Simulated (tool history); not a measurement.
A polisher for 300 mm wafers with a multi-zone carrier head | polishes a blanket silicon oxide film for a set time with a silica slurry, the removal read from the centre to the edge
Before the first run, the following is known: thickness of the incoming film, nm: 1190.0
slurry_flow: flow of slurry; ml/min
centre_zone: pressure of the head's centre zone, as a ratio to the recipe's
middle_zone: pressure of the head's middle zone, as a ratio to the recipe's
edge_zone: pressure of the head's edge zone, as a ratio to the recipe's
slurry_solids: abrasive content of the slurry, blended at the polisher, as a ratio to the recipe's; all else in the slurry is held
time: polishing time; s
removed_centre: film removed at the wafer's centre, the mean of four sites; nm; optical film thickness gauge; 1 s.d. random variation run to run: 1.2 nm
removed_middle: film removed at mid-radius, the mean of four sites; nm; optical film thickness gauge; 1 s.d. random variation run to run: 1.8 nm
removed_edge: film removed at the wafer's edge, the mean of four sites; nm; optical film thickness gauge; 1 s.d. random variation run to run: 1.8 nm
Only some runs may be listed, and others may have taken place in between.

Run 1, hour 0.0: slurry_flow 145 ml/min, centre_zone 1.00, middle_zone 1.00, edge_zone 1.00, slurry_solids 1.00, time 72 s. Result: removed_centre 224.69 nm, removed_middle 227.41 nm, removed_edge 231.30 nm.
Run 2, hour 4.0: slurry_flow 145 ml/min, centre_zone 1.00, middle_zone 1.00, edge_zone 1.08, slurry_solids 1.00, time 72 s. Result: removed_centre 225.30 nm, removed_middle 231.80 nm, removed_edge 246.55 nm.
Run 3, hour 9.6: slurry_flow 145 ml/min, centre_zone 1.00, middle_zone 1.00, edge_zone 1.15, slurry_solids 1.00, time 72 s. Result: removed_centre 225.32 nm, removed_middle 229.25 nm, removed_edge 251.52 nm.
Run 4, hour 13.1: slurry_flow 140 ml/min, centre_zone 0.97, middle_zone 1.01, edge_zone 1.12, slurry_solids 0.90, time 70 s. Result: removed_centre 203.03 nm, removed_middle 213.24 nm, removed_edge 224.01 nm.
Run 5, hour 15.8: slurry_flow 140 ml/min, centre_zone 0.97, middle_zone 0.95, edge_zone 1.12, slurry_solids 0.90, time 70 s. Result: removed_centre 203.25 nm, removed_middle 204.22 nm, removed_edge 229.86 nm.
Run 6, hour 20.4: slurry_flow 130 ml/min, centre_zone 0.94, middle_zone 0.98, edge_zone 1.13, slurry_solids 0.85, time 69 s. Result: removed_centre 187.60 nm, removed_middle 194.52 nm, removed_edge 215.84 nm.
Run 7, hour 23.1: slurry_flow 125 ml/min, centre_zone 0.92, middle_zone 1.02, edge_zone 1.14, slurry_solids 0.80, time 68 s. Result: removed_centre 170.28 nm, removed_middle 193.02 nm, removed_edge 203.93 nm.
Run 8, hour 30.6: slurry_flow 125 ml/min, centre_zone 0.92, middle_zone 1.02, edge_zone 1.14, slurry_solids 0.80, time 68 s. Result: removed_centre 172.45 nm, removed_middle 191.36 nm, removed_edge 210.26 nm.
Run 9, hour 38.8: slurry_flow 125 ml/min, centre_zone 0.90, middle_zone 1.04, edge_zone 1.10, slurry_solids 0.75, time 68 s. Result: removed_centre 162.98 nm, removed_middle 187.43 nm, removed_edge 199.77 nm.
Run 10, hour 44.5: slurry_flow 120 ml/min, centre_zone 0.89, middle_zone 1.06, edge_zone 1.07, slurry_solids 0.70, time 68 s. Result: removed_centre 152.08 nm, removed_middle 182.09 nm, removed_edge 191.36 nm.

Run 11, settings as shown, results not yet in. Your forecast:
Run 11, hour 47.7: slurry_flow 120 ml/min, centre_zone 0.89, middle_zone 1.08, edge_zone 1.04, slurry_solids 0.65, time 68 s. Result: removed_centre ?, removed_middle ?, removed_edge ?.

removed_centre: 150.26 nm
removed_middle: 181.39 nm
removed_edge: 177.37 nm

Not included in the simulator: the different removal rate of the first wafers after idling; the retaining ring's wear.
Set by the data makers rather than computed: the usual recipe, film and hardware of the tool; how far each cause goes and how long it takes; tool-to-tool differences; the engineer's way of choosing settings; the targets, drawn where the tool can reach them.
